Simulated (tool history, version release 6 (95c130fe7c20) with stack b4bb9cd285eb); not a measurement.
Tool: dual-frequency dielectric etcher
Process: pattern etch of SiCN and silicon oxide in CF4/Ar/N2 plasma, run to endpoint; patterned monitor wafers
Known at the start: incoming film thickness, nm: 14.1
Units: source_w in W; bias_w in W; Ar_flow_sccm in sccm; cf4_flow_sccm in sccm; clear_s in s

Run 1, hour 0.0: source_w 560 W, bias_w 88 W, Ar_flow_sccm 108 sccm, cf4_flow_sccm 81 sccm. Result: clear_s 11.857 s.
Run 2, hour 1.4: source_w 540 W, bias_w 87 W, Ar_flow_sccm 108 sccm, cf4_flow_sccm 81 sccm. Result: clear_s 12.295 s.
Run 3, hour 5.6: source_w 520 W, bias_w 86 W, Ar_flow_sccm 108 sccm, cf4_flow_sccm 81 sccm. Result: clear_s 12.597 s.
Run 4, hour 13.6: source_w 500 W, bias_w 85 W, Ar_flow_sccm 108 sccm, cf4_flow_sccm 81 sccm. Result: clear_s 13.001 s.
Run 5, hour 14.6: source_w 490 W, bias_w 85 W, Ar_flow_sccm 108 sccm, cf4_flow_sccm 81 sccm. Result: clear_s 13.271 s.
Run 6, hour 17.6: source_w 490 W, bias_w 92 W, Ar_flow_sccm 108 sccm, cf4_flow_sccm 81 sccm. Result: clear_s 12.972 s.

The next listed run, before its measurement:
Run 7, hour 19.8: source_w 480 W, bias_w 92 W, Ar_flow_sccm 108 sccm, cf4_flow_sccm 81 sccm. Result: clear_s ?.

clear_s: 13.230 s

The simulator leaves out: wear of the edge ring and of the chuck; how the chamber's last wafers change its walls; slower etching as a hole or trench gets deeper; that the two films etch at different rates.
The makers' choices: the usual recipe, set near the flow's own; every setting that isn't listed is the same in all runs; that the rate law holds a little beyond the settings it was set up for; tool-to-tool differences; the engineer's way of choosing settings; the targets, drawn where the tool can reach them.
